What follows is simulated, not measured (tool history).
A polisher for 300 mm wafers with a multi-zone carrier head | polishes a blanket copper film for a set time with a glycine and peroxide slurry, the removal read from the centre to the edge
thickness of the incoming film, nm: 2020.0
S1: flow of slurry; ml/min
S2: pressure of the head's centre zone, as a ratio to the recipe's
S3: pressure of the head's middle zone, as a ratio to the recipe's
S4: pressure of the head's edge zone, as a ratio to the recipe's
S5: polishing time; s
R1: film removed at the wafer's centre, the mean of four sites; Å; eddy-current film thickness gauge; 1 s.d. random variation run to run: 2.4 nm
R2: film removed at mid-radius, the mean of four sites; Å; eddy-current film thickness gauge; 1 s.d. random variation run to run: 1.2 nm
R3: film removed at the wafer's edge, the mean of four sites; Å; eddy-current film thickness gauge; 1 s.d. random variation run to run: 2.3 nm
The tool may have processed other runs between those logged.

run	day	S1	S2	S3	S4	S5	R1	R2	R3
1	0	125	1	1	1	48	2069.3	2136.6	2101.6
2	0.029	125	1	1	1.06	48	2055.5	2129.4	2159.6
3	0.179	120	1	1	1.01	46	1985	2021.8	2041.3
4	0.225	120	1	1.01	0.97	44	1932.4	1937.9	1926.6
5	0.529	150	1	1.01	0.97	44	1987	2011	1976.2
6	0.712	140	0.99	1.02	0.93	43	1850.4	1948.4	1838.5
7	0.817	130	0.99	1.01	0.9	43	1870.7	1934.2	1824.4

Run 8 comes next. What will it give?
8	0.95	110	0.99	1.01	0.82	38	?	?	?

R1: 1607.2 Å
R2: 1653.9 Å
R3: 1533.6 Å
